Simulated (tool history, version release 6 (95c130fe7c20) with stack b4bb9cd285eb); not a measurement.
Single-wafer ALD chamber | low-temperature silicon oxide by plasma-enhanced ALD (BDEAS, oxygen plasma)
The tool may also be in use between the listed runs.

| run | hour | heater temperature setpoint (K) | number of ALD cycles (cycles) | mean film thickness on the monitor wafer (nm) |
|---|---|---|---|---|
| 1 | 0 | 393.15 | 45 | 5.9186 |
| 2 | 8.9 | 402.15 | 45 | 5.7885 |
| 3 | 9.9 | 402.15 | 42 | 5.4111 |
| 4 | 12.8 | 403.15 | 40 | 5.1416 |
| 5 | 14.7 | 395.15 | 40 | 5.2053 |
| 6 | 22.7 | 395.15 | 39 | 5.1103 |
| 7 | 27.2 | 395.15 | 38 | 4.9679 |

Forecast run 8:
| 8 | 30 | 395.15 | 37 | ? |

{"run 8": {"mean film thickness on the monitor wafer (nm)": 4.8458}}
